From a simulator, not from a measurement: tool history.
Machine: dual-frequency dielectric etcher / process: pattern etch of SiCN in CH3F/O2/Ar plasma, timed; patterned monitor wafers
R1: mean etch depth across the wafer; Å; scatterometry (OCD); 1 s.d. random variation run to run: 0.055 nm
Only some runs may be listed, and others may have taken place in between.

{"run": 1, "hour": 0.0, "source power (W)": 370, "bias power (W)": 72, "etch time (s)": 55, "R1": 190.51}
{"run": 2, "hour": 0.6, "source power (W)": 370, "bias power (W)": 72, "etch time (s)": 58, "R1": 199.58}
{"run": 3, "hour": 1.2, "source power (W)": 370, "bias power (W)": 85, "etch time (s)": 58, "R1": 210.13}
{"run": 4, "hour": 6.2, "source power (W)": 420, "bias power (W)": 85, "etch time (s)": 58, "R1": 217.89}
{"run": 5, "hour": 12.4, "source power (W)": 420, "bias power (W)": 85, "etch time (s)": 55, "R1": 206.83}
{"run": 6, "hour": 15.8, "source power (W)": 420, "bias power (W)": 85, "etch time (s)": 55, "R1": 207.48}
{"run": 7, "hour": 21.9, "source power (W)": 370, "bias power (W)": 81, "etch time (s)": 55, "R1": 196.55}

Run 8 comes next. What will it give?
{"run": 8, "hour": 27.6, "source power (W)": 340, "bias power (W)": 77, "etch time (s)": 55, "R1": "?"}

R1: 189.48 Å

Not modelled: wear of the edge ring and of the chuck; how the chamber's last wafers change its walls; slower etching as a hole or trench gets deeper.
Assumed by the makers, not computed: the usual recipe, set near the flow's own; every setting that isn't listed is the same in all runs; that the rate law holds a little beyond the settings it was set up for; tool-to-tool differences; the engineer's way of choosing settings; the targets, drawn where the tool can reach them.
